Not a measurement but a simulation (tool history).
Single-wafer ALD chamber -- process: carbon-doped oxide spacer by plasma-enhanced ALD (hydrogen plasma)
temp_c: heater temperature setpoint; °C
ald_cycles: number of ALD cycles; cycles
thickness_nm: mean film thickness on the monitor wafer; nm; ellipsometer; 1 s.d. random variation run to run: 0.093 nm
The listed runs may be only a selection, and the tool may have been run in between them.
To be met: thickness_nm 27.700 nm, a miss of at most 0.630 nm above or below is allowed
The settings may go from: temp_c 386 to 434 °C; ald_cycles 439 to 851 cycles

{"run": 1, "hour": 0.0, "temp_c": 410, "ald_cycles": 645, "thickness_nm": 31.568}
{"run": 2, "hour": 1.9, "temp_c": 410, "ald_cycles": 720, "thickness_nm": 34.957}
{"run": 3, "hour": 11.3, "temp_c": 410, "ald_cycles": 791, "thickness_nm": 38.297}
{"run": 4, "hour": 17.4, "temp_c": 412, "ald_cycles": 759, "thickness_nm": 36.76}
{"run": 5, "hour": 24.2, "temp_c": 413, "ald_cycles": 729, "thickness_nm": 35.202}
{"run": 6, "hour": 30.4, "temp_c": 413, "ald_cycles": 807, "thickness_nm": 38.922}
{"run": 7, "hour": 37.9, "temp_c": 425, "ald_cycles": 704, "thickness_nm": 32.844}
{"run": 8, "hour": 47.9, "temp_c": 426, "ald_cycles": 687, "thickness_nm": 32.127}
{"run": 9, "hour": 51.3, "temp_c": 427, "ald_cycles": 672, "thickness_nm": 31.187}
{"run": 10, "hour": 56.2, "temp_c": 428, "ald_cycles": 660, "thickness_nm": 30.547}
{"run": 11, "hour": 62.7, "temp_c": 428, "ald_cycles": 651, "thickness_nm": 30.19}
{"run": 12, "hour": 71.6, "temp_c": 428, "ald_cycles": 643, "thickness_nm": 29.758}
{"run": 13, "hour": 81.4, "temp_c": 428, "ald_cycles": 636, "thickness_nm": 29.528}
{"run": 14, "hour": 86.9, "temp_c": 428, "ald_cycles": 636, "thickness_nm": 29.382}
{"run": 15, "hour": 88.9, "temp_c": 428, "ald_cycles": 631, "thickness_nm": 29.293}

4 next moves are on the table. One of them brings every result within its allowed miss. Which?
{"run": "A", "hour": 90.9, "temp_c": 432, "ald_cycles": 634, "thickness_nm": "?"}
{"run": "B", "hour": 90.9, "temp_c": 431, "ald_cycles": 649, "thickness_nm": "?"}
{"run": "C", "hour": 90.9, "temp_c": 431, "ald_cycles": 640, "thickness_nm": "?"}
{"run": "D", "hour": 90.9, "temp_c": 422, "ald_cycles": 582, "thickness_nm": "?"}

move=A thickness_nm=29.059
move=B thickness_nm=29.835
move=C thickness_nm=29.422
move=D thickness_nm=27.472
A: nearer than the last run, and not there yet
B: further off than the last run
C: further off than the last run
D: all results land within tolerance of their targets
Go with D: it meets all targets.
